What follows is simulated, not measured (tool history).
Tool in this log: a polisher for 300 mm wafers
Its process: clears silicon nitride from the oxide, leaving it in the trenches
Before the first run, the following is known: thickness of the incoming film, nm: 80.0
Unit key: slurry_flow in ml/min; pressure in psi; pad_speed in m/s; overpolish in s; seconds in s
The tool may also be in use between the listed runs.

| run | hour | slurry_flow | pressure | pad_speed | overpolish | seconds |
|---|---|---|---|---|---|---|
| 1 | 0.0 | 175 | 2.9 | 1.02 | 6 | 89.178 |
| 2 | 3.3 | 170 | 2.8 | 1.02 | 6 | 93.200 |
| 3 | 4.3 | 170 | 2.8 | 1.02 | 5 | 93.133 |
| 4 | 7.9 | 170 | 2.8 | 1.02 | 6 | 92.308 |
| 5 | 9.5 | 170 | 2.8 | 1.02 | 5 | 92.002 |
| 6 | 12.6 | 145 | 2.8 | 1.02 | 5 | 93.968 |
| 7 | 13.7 | 145 | 2.7 | 1.02 | 5 | 98.872 |

Forecast run 8:
| 8 | 18.2 | 140 | 2.7 | 1.02 | 5 | ? |

seconds: 99.580 s
